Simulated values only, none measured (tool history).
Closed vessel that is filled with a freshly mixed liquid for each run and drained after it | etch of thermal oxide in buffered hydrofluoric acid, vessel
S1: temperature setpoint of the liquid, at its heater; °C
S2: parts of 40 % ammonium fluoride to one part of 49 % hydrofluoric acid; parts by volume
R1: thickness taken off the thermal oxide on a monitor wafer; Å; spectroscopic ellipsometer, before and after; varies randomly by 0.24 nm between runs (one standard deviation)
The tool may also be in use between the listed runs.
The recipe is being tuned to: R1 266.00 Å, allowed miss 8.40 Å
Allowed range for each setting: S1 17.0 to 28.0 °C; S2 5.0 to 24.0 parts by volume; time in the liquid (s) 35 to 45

run 1 hour=0.0 | S1=20.0 S2=14.5 time_in_the_liquid_(s)=45 | R1=306.26
run 2 hour=5.3 | S1=19.5 S2=14.5 time_in_the_liquid_(s)=45 | R1=299.26
run 3 hour=8.5 | S1=19.0 S2=14.5 time_in_the_liquid_(s)=45 | R1=284.42
run 4 hour=17.2 | S1=22.0 S2=14.5 time_in_the_liquid_(s)=45 | R1=337.40
run 5 hour=25.8 | S1=22.0 S2=12.5 time_in_the_liquid_(s)=45 | R1=400.42
run 6 hour=26.8 | S1=21.0 S2=13.0 time_in_the_liquid_(s)=45 | R1=358.22
run 7 hour=34.5 | S1=20.0 S2=13.5 time_in_the_liquid_(s)=45 | R1=331.04
run 8 hour=35.1 | S1=17.0 S2=15.0 time_in_the_liquid_(s)=45 | R1=248.45
run 9 hour=42.3 | S1=17.5 S2=15.0 time_in_the_liquid_(s)=45 | R1=258.12

Which of these 4 next moves meets every target?
run A hour=49.5 | S1=18.0 S2=16.0 time_in_the_liquid_(s)=45 | R1=?
run B hour=49.5 | S1=21.5 S2=18.0 time_in_the_liquid_(s)=45 | R1=?
run C hour=49.5 | S1=18.5 S2=16.5 time_in_the_liquid_(s)=45 | R1=?
run D hour=49.5 | S1=17.0 S2=15.5 time_in_the_liquid_(s)=45 | R1=?

move=A R1=245.79
move=B R1=266.41
move=C R1=245.31
move=D R1=239.55
A: moves away from the targets compared with the last run
B: meets every target
C: moves away from the targets compared with the last run
D: moves away from the targets compared with the last run
So the answer is move B, the one that meets all the targets.
